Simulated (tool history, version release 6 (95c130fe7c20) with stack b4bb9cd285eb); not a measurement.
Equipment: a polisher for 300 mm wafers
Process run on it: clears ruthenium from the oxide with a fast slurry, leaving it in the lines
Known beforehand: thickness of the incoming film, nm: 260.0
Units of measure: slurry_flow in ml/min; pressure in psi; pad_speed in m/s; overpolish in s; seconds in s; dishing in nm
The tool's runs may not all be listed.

run  hour  slurry_flow  pressure  pad_speed  slurry_solids  overpolish  seconds  dishing
  1     0          155       3.1       1.14              1          12   73.842    39.43
  2   2.9          155       3.1       1.14              1           8   74.648   27.382
  3   9.2          155       3.1       1.14              1          13   75.229    42.42
  4    16          150         3       1.14              1          13   75.155   41.902
  5  23.1          175         3       1.14              1          13    74.75   41.822
  6  25.5          175       2.4       1.14              1          13   85.958   36.158

Run 7 has not been measured yet. What should we expect?
  7  28.8          170       2.3       1.14              1          13        ?        ?

seconds: 89.869 s
dishing: 34.08 nm

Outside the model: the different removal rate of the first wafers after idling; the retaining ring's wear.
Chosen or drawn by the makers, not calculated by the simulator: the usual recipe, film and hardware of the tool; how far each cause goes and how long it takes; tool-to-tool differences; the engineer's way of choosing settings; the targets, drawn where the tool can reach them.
